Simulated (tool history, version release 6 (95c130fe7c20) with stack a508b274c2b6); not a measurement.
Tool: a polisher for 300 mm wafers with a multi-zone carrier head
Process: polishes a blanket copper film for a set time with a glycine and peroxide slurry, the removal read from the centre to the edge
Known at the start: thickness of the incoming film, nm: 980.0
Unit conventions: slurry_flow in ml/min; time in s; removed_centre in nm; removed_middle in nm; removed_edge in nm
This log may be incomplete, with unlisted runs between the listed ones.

run	hour	slurry_flow	centre_zone	middle_zone	edge_zone	time	removed_centre	removed_middle	removed_edge
1	0	205	1	1	1	72	391.46	381.66	386.66
2	0.8	215	1.01	1.03	0.99	72	396.88	390.97	383.5
3	5.9	215	1.01	1.03	0.99	83	457.31	454.97	443.42
4	7.1	255	1.01	1.03	0.99	83	476.88	464.68	441.26
5	15.8	260	1	1.04	0.96	82	453.09	460.77	436.36
6	17.9	270	1.01	1.06	0.94	81	456.94	468.18	433.92

For run 7, what comes out?
7	23.7	280	1.02	1.08	0.92	79	?	?	?

removed_centre: 457.99 nm
removed_middle: 465.37 nm
removed_edge: 427.81 nm
